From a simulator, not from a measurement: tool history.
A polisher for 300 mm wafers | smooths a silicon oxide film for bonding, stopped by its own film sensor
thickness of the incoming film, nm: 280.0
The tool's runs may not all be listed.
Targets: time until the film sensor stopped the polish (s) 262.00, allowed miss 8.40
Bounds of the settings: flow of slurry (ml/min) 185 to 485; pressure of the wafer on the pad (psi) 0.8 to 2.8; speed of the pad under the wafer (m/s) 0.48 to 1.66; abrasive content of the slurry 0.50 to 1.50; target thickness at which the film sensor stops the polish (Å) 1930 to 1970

| run | hour | flow of slurry (ml/min) | pressure of the wafer on the pad (psi) | speed of the pad under the wafer (m/s) | abrasive content of the slurry | target thickness at which the film sensor stops the polish (Å) | time until the film sensor stopped the polish (s) |
|---|---|---|---|---|---|---|---|
| 1 | 0.0 | 310 | 1.8 | 1.06 | 1.00 | 1970 | 141.38 |
| 2 | 8.9 | 310 | 1.7 | 1.06 | 1.00 | 1970 | 150.11 |
| 3 | 14.5 | 310 | 1.6 | 1.06 | 1.00 | 1970 | 155.65 |
| 4 | 20.1 | 310 | 1.5 | 1.04 | 1.00 | 1970 | 171.67 |
| 5 | 26.0 | 310 | 1.4 | 1.04 | 1.00 | 1970 | 181.04 |
| 6 | 29.0 | 260 | 1.4 | 1.04 | 1.00 | 1970 | 183.69 |
| 7 | 30.2 | 260 | 1.3 | 1.04 | 1.00 | 1970 | 193.90 |
| 8 | 38.8 | 260 | 1.2 | 1.04 | 1.00 | 1970 | 209.97 |
| 9 | 44.4 | 260 | 1.0 | 1.04 | 1.00 | 1970 | 244.72 |

4 next moves are on the table. One of them brings every result within its allowed miss. Which?
| A | 50.0 | 260 | 1.0 | 1.36 | 0.85 | 1970 | ? |
| B | 50.0 | 260 | 1.1 | 1.10 | 0.95 | 1970 | ? |
| C | 50.0 | 250 | 1.1 | 1.08 | 0.95 | 1970 | ? |
| D | 50.0 | 280 | 0.9 | 1.12 | 0.95 | 1960 | ? |

| move | time until the film sensor stopped the polish (s) |
|---|---|
| A | 226.59 |
| B | 223.28 |
| C | 226.70 |
| D | 261.06 |
A: further off than the last run
B: further off than the last run
C: further off than the last run
D: meets every target
Answer: D
